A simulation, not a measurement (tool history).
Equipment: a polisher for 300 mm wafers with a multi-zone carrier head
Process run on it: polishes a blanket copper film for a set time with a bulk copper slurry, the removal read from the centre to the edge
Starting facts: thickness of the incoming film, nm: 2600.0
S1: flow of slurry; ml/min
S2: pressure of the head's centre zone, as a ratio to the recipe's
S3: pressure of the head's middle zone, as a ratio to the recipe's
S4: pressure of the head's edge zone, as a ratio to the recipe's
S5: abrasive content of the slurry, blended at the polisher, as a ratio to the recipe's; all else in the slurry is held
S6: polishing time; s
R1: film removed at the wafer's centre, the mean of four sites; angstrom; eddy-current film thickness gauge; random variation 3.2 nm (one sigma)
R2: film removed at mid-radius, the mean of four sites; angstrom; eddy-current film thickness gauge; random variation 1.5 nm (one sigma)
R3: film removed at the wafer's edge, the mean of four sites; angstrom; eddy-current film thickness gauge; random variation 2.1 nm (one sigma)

| run | day | S1 | S2 | S3 | S4 | S5 | S6 | R1 | R2 | R3 |
|---|---|---|---|---|---|---|---|---|---|---|
| 1 | 0.000 | 140 | 1.00 | 1.00 | 1.00 | 1.00 | 47 | 3639.7 | 3700.5 | 3922.5 |
| 2 | 0.121 | 140 | 1.07 | 1.00 | 1.00 | 1.00 | 47 | 3892.4 | 3694.6 | 3902.3 |
| 3 | 0.292 | 155 | 1.07 | 1.00 | 1.00 | 1.00 | 47 | 4063.6 | 3778.9 | 3977.6 |
| 4 | 0.371 | 155 | 1.07 | 1.00 | 1.00 | 1.00 | 56 | 4841.6 | 4545.3 | 4795.2 |
| 5 | 0.579 | 150 | 1.05 | 0.98 | 0.99 | 0.95 | 54 | 4501.1 | 4158.8 | 4503.5 |
| 6 | 0.908 | 175 | 1.05 | 0.98 | 0.99 | 0.95 | 54 | 4535.5 | 4343.5 | 4581.3 |
| 7 | 1.275 | 170 | 1.03 | 0.97 | 0.98 | 0.90 | 53 | 4388.7 | 4148.3 | 4399.6 |
| 8 | 1.571 | 165 | 1.01 | 0.96 | 0.98 | 0.85 | 51 | 3971.9 | 3850.0 | 4207.6 |
| 9 | 1.650 | 160 | 0.99 | 0.95 | 0.97 | 0.80 | 50 | 3782.1 | 3729.3 | 4017.9 |
| 10 | 1.938 | 155 | 0.97 | 0.94 | 0.96 | 0.75 | 49 | 3463.4 | 3509.4 | 3804.7 |
| 11 | 2.142 | 155 | 0.97 | 0.94 | 0.96 | 0.75 | 49 | 3499.4 | 3464.8 | 3766.2 |
|  | 2.212 | slurry nozzle cleaned |
| 12 | 2.212 | 150 | 0.95 | 0.93 | 0.95 | 0.70 | 49 | 3705.4 | 3654.5 | 3899.1 |
| 13 | 2.233 | 150 | 0.94 | 0.93 | 0.96 | 0.70 | 47 | 3490.2 | 3518.1 | 3745.7 |

Run 14, settings as shown, results not yet in. Your forecast:
| 14 | 2.342 | 155 | 0.93 | 0.92 | 0.98 | 0.70 | 45 | ? | ? | ? |

{"run 14": {"R1": 3325.5, "R2": 3326.9, "R3": 3697.3}}
